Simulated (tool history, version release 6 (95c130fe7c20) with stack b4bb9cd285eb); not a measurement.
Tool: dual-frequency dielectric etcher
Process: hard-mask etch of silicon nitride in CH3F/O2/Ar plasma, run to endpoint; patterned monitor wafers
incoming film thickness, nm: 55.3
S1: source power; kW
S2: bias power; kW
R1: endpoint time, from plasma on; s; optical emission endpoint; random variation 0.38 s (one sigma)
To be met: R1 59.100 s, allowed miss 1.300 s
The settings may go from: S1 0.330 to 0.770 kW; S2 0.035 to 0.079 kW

run,hour,S1,S2,R1
1,0.0,0.550,0.057,73.680
2,4.9,0.610,0.061,68.511
3,7.6,0.680,0.061,64.485
4,8.8,0.700,0.062,63.218
5,12.6,0.640,0.062,65.383
6,13.2,0.580,0.062,69.684
7,16.3,0.690,0.065,62.638
8,17.4,0.710,0.065,61.605
9,20.4,0.720,0.065,61.250
10,22.6,0.730,0.065,60.647

5 next moves are on the table. One of them brings every result within its allowed miss. Which?
A,24.8,0.690,0.076,?
B,24.8,0.700,0.061,?
C,24.8,0.660,0.067,?
D,24.8,0.710,0.061,?
E,24.8,0.740,0.060,?

move,R1
A,59.151
B,63.540
C,63.385
D,63.071
E,62.088
A: meets every target
B: further off than the last run
C: further off than the last run
D: further off than the last run
E: further off than the last run
The right move is A.

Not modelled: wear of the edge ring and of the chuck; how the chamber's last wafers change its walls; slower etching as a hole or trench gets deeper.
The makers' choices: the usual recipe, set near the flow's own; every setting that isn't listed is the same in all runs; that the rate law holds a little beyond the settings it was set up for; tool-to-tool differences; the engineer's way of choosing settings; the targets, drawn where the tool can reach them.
